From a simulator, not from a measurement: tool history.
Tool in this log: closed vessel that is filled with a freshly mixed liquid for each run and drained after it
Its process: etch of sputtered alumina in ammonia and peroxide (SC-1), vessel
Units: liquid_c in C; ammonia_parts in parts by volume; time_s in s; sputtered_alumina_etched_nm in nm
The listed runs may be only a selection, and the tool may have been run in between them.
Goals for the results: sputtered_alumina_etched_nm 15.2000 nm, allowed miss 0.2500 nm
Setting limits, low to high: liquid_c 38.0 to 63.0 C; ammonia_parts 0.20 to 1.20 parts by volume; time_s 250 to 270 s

Run 1, hour 0.0: liquid_c 47.0 C, ammonia_parts 0.85 parts by volume, time_s 250 s. Result: sputtered_alumina_etched_nm 10.9670 nm.
Run 2, hour 6.7: liquid_c 47.0 C, ammonia_parts 0.85 parts by volume, time_s 270 s. Result: sputtered_alumina_etched_nm 11.6660 nm.
Run 3, hour 11.9: liquid_c 47.0 C, ammonia_parts 0.60 parts by volume, time_s 270 s. Result: sputtered_alumina_etched_nm 11.3620 nm.
Run 4, hour 17.2: liquid_c 42.5 C, ammonia_parts 0.60 parts by volume, time_s 270 s. Result: sputtered_alumina_etched_nm 8.8212 nm.
Run 5, hour 26.2: liquid_c 46.0 C, ammonia_parts 0.60 parts by volume, time_s 270 s. Result: sputtered_alumina_etched_nm 10.7420 nm.
Run 6, hour 29.1: liquid_c 46.0 C, ammonia_parts 0.60 parts by volume, time_s 270 s. Result: sputtered_alumina_etched_nm 10.8450 nm.
Run 7, hour 36.4: liquid_c 48.0 C, ammonia_parts 0.60 parts by volume, time_s 270 s. Result: sputtered_alumina_etched_nm 12.0330 nm.
Run 8, hour 43.7: liquid_c 49.5 C, ammonia_parts 0.60 parts by volume, time_s 270 s. Result: sputtered_alumina_etched_nm 13.0200 nm.
Run 9, hour 51.5: liquid_c 50.5 C, ammonia_parts 0.60 parts by volume, time_s 270 s. Result: sputtered_alumina_etched_nm 13.7560 nm.
Run 10, hour 57.9: liquid_c 51.0 C, ammonia_parts 0.60 parts by volume, time_s 270 s. Result: sputtered_alumina_etched_nm 14.1460 nm.

Which single option among these 4 for the next run brings every result within its allowed miss of target? Just one does.
Run A, hour 64.3: liquid_c 53.5 C, ammonia_parts 0.65 parts by volume, time_s 260 s. Result: sputtered_alumina_etched_nm ?.
Run B, hour 64.3: liquid_c 53.0 C, ammonia_parts 0.55 parts by volume, time_s 270 s. Result: sputtered_alumina_etched_nm ?.
Run C, hour 64.3: liquid_c 53.0 C, ammonia_parts 0.60 parts by volume, time_s 270 s. Result: sputtered_alumina_etched_nm ?.
Run D, hour 64.3: liquid_c 53.0 C, ammonia_parts 0.40 parts by volume, time_s 270 s. Result: sputtered_alumina_etched_nm ?.

move  sputtered_alumina_etched_nm
   A                      15.5800
   B                      15.5030
   C                      15.6310
   D                      15.0420
A: carries the result that was furthest off beyond its target, to the other side
B: carries the result that was furthest off beyond its target, to the other side
C: carries the result that was furthest off beyond its target, to the other side
D: all results land within tolerance of their targets
Move D is the one to make.
